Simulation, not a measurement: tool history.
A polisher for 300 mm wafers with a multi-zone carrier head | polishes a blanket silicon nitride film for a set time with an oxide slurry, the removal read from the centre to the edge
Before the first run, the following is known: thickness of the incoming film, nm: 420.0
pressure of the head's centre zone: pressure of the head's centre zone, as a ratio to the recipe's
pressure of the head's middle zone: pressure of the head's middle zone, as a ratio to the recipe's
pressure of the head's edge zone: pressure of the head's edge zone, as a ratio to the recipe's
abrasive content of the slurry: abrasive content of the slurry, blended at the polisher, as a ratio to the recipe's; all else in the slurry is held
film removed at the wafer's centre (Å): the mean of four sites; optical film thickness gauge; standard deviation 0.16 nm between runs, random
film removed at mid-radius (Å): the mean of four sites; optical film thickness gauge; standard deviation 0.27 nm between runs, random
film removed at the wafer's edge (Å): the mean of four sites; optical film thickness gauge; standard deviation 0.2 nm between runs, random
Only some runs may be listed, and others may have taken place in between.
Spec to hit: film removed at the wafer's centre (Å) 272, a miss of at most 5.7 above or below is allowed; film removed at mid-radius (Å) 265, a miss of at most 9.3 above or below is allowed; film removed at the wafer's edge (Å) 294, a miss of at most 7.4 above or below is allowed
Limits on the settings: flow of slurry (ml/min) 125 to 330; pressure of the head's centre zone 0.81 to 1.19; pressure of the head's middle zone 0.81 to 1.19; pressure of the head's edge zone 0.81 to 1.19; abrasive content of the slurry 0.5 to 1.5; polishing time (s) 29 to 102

run  hour  flow of slurry (ml/min)  pressure of the head's centre zone  pressure of the head's middle zone  pressure of the head's edge zone  abrasive content of the slurry  polishing time (s)  film removed at the wafer's centre (Å)  film removed at mid-radius (Å)  film removed at the wafer's edge (Å)
  1     0                      210                                   1                                   1                                 1                               1                  65                                     434                          433.92                                458.52
  2   2.9                      205                                0.98                                0.97                              0.97                             0.9                  63                                  393.03                          389.63                                412.97
  3   9.8                      195                                0.95                                0.94                              0.94                             0.8                  62                                  352.99                          350.87                                376.77
  4  17.2                      190                                0.93                                0.92                              0.91                            0.75                  62                                  331.05                          330.55                                362.71
     17.9  -- edge zone pressure recalibrated
  5  17.9                      190                                0.93                                0.91                              0.89                             0.7                  61                                  317.11                          312.29                                328.04
  6  25.6                      180                                0.91                                0.89                              0.87                             0.7                  61                                  305.46                          313.77                                 323.5
  7  30.3                      180                                0.91                                0.87                              0.87                            0.65                  61                                  297.03                          287.14                                308.51
  8  38.1                      170                                 0.9                                0.86                              0.87                            0.65                  61                                  287.71                          285.79                                307.86
  9  42.2                      160                                 0.9                                0.85                              0.87                            0.65                  61                                  284.02                          276.21                                305.65
 10    44                      155                                 0.9                                0.85                              0.86                            0.65                  61                                  282.41                          277.95                                302.87
 11  45.2                      150                                 0.9                                0.84                              0.86                            0.65                  61                                  278.68                          274.15                                297.34
 12    46                      145                                 0.9                                0.84                              0.86                            0.65                  61                                  278.79                          272.94                                296.27

Which one of the following 5 next-run settings gets every result inside its allowed miss? There is exactly one.
  A  46.8                      125                                 0.9                                0.83                              0.84                            0.85                  55                                       ?                               ?                                     ?
  B  46.8                      135                                0.96                                0.84                              0.87                            0.65                  60                                       ?                               ?                                     ?
  C  46.8                      165                                0.92                                0.82                              0.89                             0.6                  62                                       ?                               ?                                     ?
  D  46.8                      200                                0.96                                0.81                              0.85                            0.65                  57                                       ?                               ?                                     ?
  E  46.8                      125                                0.98                                0.83                              0.95                            0.75                  56                                       ?                               ?                                     ?

move  film removed at the wafer's centre (Å)  film removed at mid-radius (Å)  film removed at the wafer's edge (Å)
   A                                  273.04                          263.59                                 296.4
   B                                  286.33                          260.66                                293.05
   C                                  286.61                          265.48                                 303.6
   D                                  297.74                          260.42                                291.99
   E                                  285.74                          253.01                                301.14
A: all results in spec
B: its largest miss is bigger than the last run's
C: its largest miss is bigger than the last run's
D: its largest miss is bigger than the last run's
E: its largest miss is bigger than the last run's
Go with A: it meets all targets.
